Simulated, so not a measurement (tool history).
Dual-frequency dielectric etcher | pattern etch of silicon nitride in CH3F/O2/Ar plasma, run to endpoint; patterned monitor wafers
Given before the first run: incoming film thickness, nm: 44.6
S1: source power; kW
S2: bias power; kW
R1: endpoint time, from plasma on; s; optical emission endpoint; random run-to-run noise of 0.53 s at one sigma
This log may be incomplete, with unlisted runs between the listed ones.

{"run": 1, "hour": 0.0, "S1": 0.47, "S2": 0.084, "R1": 57.414}
{"run": 2, "hour": 6.8, "S1": 0.45, "S2": 0.082, "R1": 59.49}
{"run": 3, "hour": 14.1, "S1": 0.44, "S2": 0.081, "R1": 60.262}
{"run": 4, "hour": 22.4, "S1": 0.5, "S2": 0.081, "R1": 56.89}
{"run": 5, "hour": 24.1, "S1": 0.48, "S2": 0.08, "R1": 58.571}
{"run": 6, "hour": 28.2, "S1": 0.48, "S2": 0.072, "R1": 59.784}
{"run": 7, "hour": 36.6, "S1": 0.46, "S2": 0.071, "R1": 61.863}
{"run": 8, "hour": 45.0, "S1": 0.45, "S2": 0.07, "R1": 61.41}

The next listed run, before its measurement:
{"run": 9, "hour": 50.2, "S1": 0.44, "S2": 0.069, "R1": "?"}

R1: 64.155 s
